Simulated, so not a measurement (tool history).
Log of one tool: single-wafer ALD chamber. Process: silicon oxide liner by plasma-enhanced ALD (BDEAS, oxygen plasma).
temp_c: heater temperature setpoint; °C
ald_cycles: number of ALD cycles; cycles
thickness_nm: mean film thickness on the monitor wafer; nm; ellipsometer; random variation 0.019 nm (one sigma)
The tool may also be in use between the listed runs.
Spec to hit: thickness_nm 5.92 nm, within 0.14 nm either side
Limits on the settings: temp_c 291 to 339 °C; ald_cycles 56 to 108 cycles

{"run": 1, "hour": 0.0, "temp_c": 315, "ald_cycles": 82, "thickness_nm": 7.6612}
{"run": 2, "hour": 1.1, "temp_c": 315, "ald_cycles": 77, "thickness_nm": 7.1416}
{"run": 3, "hour": 7.0, "temp_c": 305, "ald_cycles": 77, "thickness_nm": 7.3081}
{"run": 4, "hour": 12.7, "temp_c": 298, "ald_cycles": 77, "thickness_nm": 7.4446}
{"run": 5, "hour": 20.9, "temp_c": 294, "ald_cycles": 77, "thickness_nm": 7.5586}
{"run": 6, "hour": 24.4, "temp_c": 291, "ald_cycles": 77, "thickness_nm": 7.5848}
{"run": 7, "hour": 31.1, "temp_c": 293, "ald_cycles": 73, "thickness_nm": 7.1485}
{"run": 8, "hour": 34.7, "temp_c": 295, "ald_cycles": 70, "thickness_nm": 6.8048}
{"run": 9, "hour": 39.0, "temp_c": 297, "ald_cycles": 68, "thickness_nm": 6.5774}
{"run": 10, "hour": 44.6, "temp_c": 299, "ald_cycles": 67, "thickness_nm": 6.4078}

Pick the move, out of 5, that brings all results within their allowed miss; only one does.
{"run": "A", "hour": 50.2, "temp_c": 291, "ald_cycles": 63, "thickness_nm": "?"}
{"run": "B", "hour": 50.2, "temp_c": 298, "ald_cycles": 62, "thickness_nm": "?"}
{"run": "C", "hour": 50.2, "temp_c": 299, "ald_cycles": 71, "thickness_nm": "?"}
{"run": "D", "hour": 50.2, "temp_c": 303, "ald_cycles": 65, "thickness_nm": "?"}
{"run": "E", "hour": 50.2, "temp_c": 299, "ald_cycles": 69, "thickness_nm": "?"}

move=A thickness_nm=6.2433
move=B thickness_nm=5.9867
move=C thickness_nm=6.83
move=D thickness_nm=6.1943
move=E thickness_nm=6.6376
A: better than the last run, though not everything is in spec
B: meets every target
C: its largest miss is bigger than the last run's
D: better than the last run, though not everything is in spec
E: its largest miss is bigger than the last run's
The move that meets every target is B.
